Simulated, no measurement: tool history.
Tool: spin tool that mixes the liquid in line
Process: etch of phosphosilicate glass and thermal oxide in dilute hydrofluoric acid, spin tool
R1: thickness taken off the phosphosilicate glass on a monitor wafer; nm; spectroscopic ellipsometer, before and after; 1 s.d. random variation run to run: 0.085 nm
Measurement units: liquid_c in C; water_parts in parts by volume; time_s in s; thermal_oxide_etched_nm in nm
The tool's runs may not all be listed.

Run 1, hour 0.0: liquid_c 21.0 C, water_parts 210 parts by volume, time_s 30 s. Result: R1 12.529 nm, thermal_oxide_etched_nm 0.55705 nm.
Run 2, hour 4.4: liquid_c 23.5 C, water_parts 195 parts by volume, time_s 30 s. Result: R1 14.964 nm, thermal_oxide_etched_nm 0.73133 nm.
Run 3, hour 6.5: liquid_c 23.5 C, water_parts 195 parts by volume, time_s 45 s. Result: R1 22.758 nm, thermal_oxide_etched_nm 1.00790 nm.
Run 4, hour 10.0: liquid_c 23.5 C, water_parts 150 parts by volume, time_s 45 s. Result: R1 30.963 nm, thermal_oxide_etched_nm 1.36590 nm.
Run 5, hour 14.4: liquid_c 23.5 C, water_parts 85 parts by volume, time_s 45 s. Result: R1 58.838 nm, thermal_oxide_etched_nm 2.42450 nm.
Run 6, hour 18.8: liquid_c 21.5 C, water_parts 120 parts by volume, time_s 45 s. Result: R1 36.966 nm, thermal_oxide_etched_nm 1.52710 nm.
Run 7, hour 21.3: liquid_c 20.0 C, water_parts 135 parts by volume, time_s 45 s. Result: R1 30.222 nm, thermal_oxide_etched_nm 1.20210 nm.

Run 8 is up next; what results do you expect?
Run 8, hour 25.6: liquid_c 19.0 C, water_parts 145 parts by volume, time_s 45 s. Result: R1 ?, thermal_oxide_etched_nm ?.

R1: 26.876 nm
thermal_oxide_etched_nm: 1.15910 nm
